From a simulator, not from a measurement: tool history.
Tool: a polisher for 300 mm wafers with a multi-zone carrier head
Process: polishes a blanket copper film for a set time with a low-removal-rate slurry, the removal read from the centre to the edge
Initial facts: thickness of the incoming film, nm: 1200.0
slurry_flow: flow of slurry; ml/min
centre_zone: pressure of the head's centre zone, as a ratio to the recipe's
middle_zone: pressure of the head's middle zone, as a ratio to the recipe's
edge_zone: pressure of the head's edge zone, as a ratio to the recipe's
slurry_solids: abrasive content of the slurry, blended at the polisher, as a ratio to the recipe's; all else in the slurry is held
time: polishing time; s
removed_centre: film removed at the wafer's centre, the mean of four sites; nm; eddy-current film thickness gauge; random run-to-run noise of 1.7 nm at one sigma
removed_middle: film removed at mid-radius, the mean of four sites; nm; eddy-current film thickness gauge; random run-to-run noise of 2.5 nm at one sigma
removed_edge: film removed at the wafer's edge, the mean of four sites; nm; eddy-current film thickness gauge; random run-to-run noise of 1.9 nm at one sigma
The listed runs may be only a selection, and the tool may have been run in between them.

run	hour	slurry_flow	centre_zone	middle_zone	edge_zone	slurry_solids	time	removed_centre	removed_middle	removed_edge
1	0	250	1	1	1	1	43	145.86	151.19	143.9
2	8.8	250	1	1	1	1	38	126.06	128.4	129.58
3	14.4	250	1.07	1	1	1	38	134.97	130.6	127.45
4	21.2	255	1.05	1	1.03	1.1	40	140.87	142.35	139.36
5	28.6	255	0.99	1	1.03	1.1	40	136.57	141.42	140.4
6	33.7	255	0.93	1	1.03	1.1	40	129.08	137.72	139.54
7	40.8	255	0.93	0.99	1.05	1.15	41	129.24	145.97	148.25

What does the tool deliver on the next run?
8	44.6	265	0.96	0.97	1.07	1.2	42	?	?	?

removed_centre: 140.9 nm
removed_middle: 146.81 nm
removed_edge: 154.27 nm
